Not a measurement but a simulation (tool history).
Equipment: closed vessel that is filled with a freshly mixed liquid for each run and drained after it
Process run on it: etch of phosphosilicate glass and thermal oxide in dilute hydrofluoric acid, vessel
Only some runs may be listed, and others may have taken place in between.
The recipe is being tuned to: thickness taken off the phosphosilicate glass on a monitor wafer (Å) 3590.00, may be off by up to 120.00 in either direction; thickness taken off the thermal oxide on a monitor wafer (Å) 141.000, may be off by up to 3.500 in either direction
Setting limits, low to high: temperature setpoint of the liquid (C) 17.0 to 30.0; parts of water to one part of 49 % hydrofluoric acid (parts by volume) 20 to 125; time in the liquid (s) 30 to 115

run	hour	temperature setpoint of the liquid (C)	parts of water to one part of 49 % hydrofluoric acid (parts by volume)	time in the liquid (s)	thickness taken off the phosphosilicate glass on a monitor wafer (Å)	thickness taken off the thermal oxide on a monitor wafer (Å)
1	0.0	22.0	70	60	927.33	36.020
2	2.9	24.0	55	65	1431.00	54.915
3	9.8	25.5	45	65	1866.20	73.362
4	18.7	23.0	45	65	1682.50	66.122
5	21.2	26.0	45	65	1916.80	74.454
6	25.2	27.0	40	65	2269.50	87.883
7	29.6	27.5	35	65	2644.40	103.740
8	36.9	28.0	35	65	2725.30	106.000
9	41.5	28.5	35	65	2751.00	108.410
10	47.8	30.0	20	65	5297.50	204.800
11	49.4	28.5	20	65	5039.60	191.020
12	56.7	27.0	20	65	4656.80	179.920
13	64.6	25.0	20	65	4277.30	167.640
14	65.7	23.5	20	65	3947.10	155.750
15	69.4	23.5	20	65	3995.20	156.640
16	75.1	22.5	20	65	3835.30	150.320
17	76.3	22.0	20	65	3730.00	147.630

Next run, 5 choices. One meets every target within its allowed miss, the rest don't. Which?
A	77.5	24.5	20	60	?	?
B	77.5	19.5	20	70	?	?
C	77.5	30.0	25	60	?	?
D	77.5	26.0	25	70	?	?
E	77.5	27.5	30	80	?	?

move	thickness taken off the phosphosilicate glass on a monitor wafer (Å)	thickness taken off the thermal oxide on a monitor wafer (Å)
A	3785.60	150.160
B	3564.90	141.400
C	3769.50	149.520
D	3735.10	148.150
E	3756.00	148.980
A: lands further from the targets than the last run did
B: every result within its allowed miss
C: lands further from the targets than the last run did
D: lands further from the targets than the last run did
E: lands further from the targets than the last run did
Answer: B
